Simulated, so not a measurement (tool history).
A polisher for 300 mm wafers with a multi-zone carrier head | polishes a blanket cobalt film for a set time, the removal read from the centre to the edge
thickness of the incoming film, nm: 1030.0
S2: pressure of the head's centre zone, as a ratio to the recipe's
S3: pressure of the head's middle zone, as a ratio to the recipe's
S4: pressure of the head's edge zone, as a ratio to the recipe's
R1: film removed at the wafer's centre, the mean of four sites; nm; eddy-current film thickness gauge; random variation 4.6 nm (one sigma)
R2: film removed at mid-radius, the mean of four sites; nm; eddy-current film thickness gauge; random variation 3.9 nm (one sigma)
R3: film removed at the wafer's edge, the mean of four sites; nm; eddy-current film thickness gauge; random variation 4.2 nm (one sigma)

Run 1, day 0: flow of slurry (ml/min) 235, S2 1, S3 1, S4 1, polishing time (s) 75. Result: R1 277.13 nm, R2 273.97 nm, R3 264.75 nm.
Run 2, day 0.354: flow of slurry (ml/min) 235, S2 0.96, S3 1, S4 1, polishing time (s) 75. Result: R1 257.67 nm, R2 275.03 nm, R3 267.05 nm.
Run 3, day 0.408: flow of slurry (ml/min) 235, S2 0.98, S3 1, S4 1.02, polishing time (s) 77. Result: R1 279.34 nm, R2 283.67 nm, R3 281.77 nm.
Run 4, day 0.629: flow of slurry (ml/min) 235, S2 0.98, S3 0.92, S4 1.02, polishing time (s) 77. Result: R1 278.05 nm, R2 268.16 nm, R3 284.85 nm.
Run 5, day 0.667: flow of slurry (ml/min) 235, S2 0.98, S3 0.92, S4 1.02, polishing time (s) 93. Result: R1 336.03 nm, R2 321.92 nm, R3 337.69 nm.
Run 6, day 0.892: flow of slurry (ml/min) 240, S2 0.99, S3 0.92, S4 1.02, polishing time (s) 93. Result: R1 332.17 nm, R2 327.04 nm, R3 345.59 nm.

Run 7 comes next. What will it give?
Run 7, day 1.004: flow of slurry (ml/min) 240, S2 1.01, S3 0.92, S4 1.02, polishing time (s) 93. Result: R1 ?, R2 ?, R3 ?.

R1: 339.91 nm
R2: 326.64 nm
R3: 347.62 nm

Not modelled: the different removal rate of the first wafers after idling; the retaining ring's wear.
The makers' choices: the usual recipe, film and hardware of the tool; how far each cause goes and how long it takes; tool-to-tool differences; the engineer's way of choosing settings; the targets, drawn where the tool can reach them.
